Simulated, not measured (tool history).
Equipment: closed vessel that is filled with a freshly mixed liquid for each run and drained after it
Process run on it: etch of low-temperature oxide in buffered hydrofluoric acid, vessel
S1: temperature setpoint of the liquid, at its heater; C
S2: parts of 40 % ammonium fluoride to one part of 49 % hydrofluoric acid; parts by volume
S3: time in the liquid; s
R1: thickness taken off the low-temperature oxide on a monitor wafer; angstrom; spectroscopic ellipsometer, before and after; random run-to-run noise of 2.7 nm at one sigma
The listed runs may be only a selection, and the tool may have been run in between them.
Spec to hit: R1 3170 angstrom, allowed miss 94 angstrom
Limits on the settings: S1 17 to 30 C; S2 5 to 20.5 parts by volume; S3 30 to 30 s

run  hour    S1    S2  S3      R1
  1     0    22  12.5  30  1311.1
  2   4.4    24    11  30  1635.2
  3  10.6  25.5    10  30  1975.2
  4  19.5  26.5   9.5  30  2139.6
  5  24.4  26.5   9.5  30  2130.3
  6  29.4    28   9.5  30  2293.6
  7    34    30     6  30  3937.2
  8  40.8    29     6  30  3779.1
  9  43.2    28     6  30  3611.3
 10  46.6    27     6  30  3428.9
 11  48.4  26.5     6  30  3334.9

Exactly one of the 4 candidate moves below puts every result within its allowed miss. Which one?
  A  50.2  25.5   6  30   ?
  B  50.2    24   5  30   ?
  C  50.2    27   6  30   ?
  D  50.2    28   6  30   ?

move      R1
   A  3169.1
   B  3409.1
   C  3434.5
   D    3622
A: each result inside its tolerance
B: moves away from the targets compared with the last run
C: moves away from the targets compared with the last run
D: moves away from the targets compared with the last run
A is the move that brings every result within its allowed miss.

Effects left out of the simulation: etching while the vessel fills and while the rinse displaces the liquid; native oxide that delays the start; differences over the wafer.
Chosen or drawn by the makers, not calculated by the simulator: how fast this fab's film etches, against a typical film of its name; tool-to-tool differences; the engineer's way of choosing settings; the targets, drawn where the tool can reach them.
